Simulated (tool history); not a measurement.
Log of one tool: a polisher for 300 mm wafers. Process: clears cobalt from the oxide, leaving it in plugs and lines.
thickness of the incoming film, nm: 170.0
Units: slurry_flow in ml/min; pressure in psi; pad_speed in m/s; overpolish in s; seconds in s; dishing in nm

run	hour	slurry_flow	pressure	pad_speed	overpolish	seconds	dishing
1	0.0	190	1.6	1.06	21	34.690	43.572
2	3.3	190	1.8	1.06	21	31.311	45.150
3	10.5	185	2.0	1.00	17	29.582	40.598
4	18.5	185	2.0	1.00	12	30.275	35.751
5	22.4	165	2.2	0.98	10	28.201	32.968
6	26.7	150	2.3	0.98	9	27.479	30.703
7	27.8	140	2.4	1.00	8	26.169	29.616
8	30.2	135	2.5	1.02	7	24.939	27.905
9	32.6	135	2.5	1.04	7	24.595	28.331

Forecast run 10:
10	36.6	130	2.5	1.06	7	?	?

Run 10 gave seconds 24.678 s, dishing 28.754 nm.
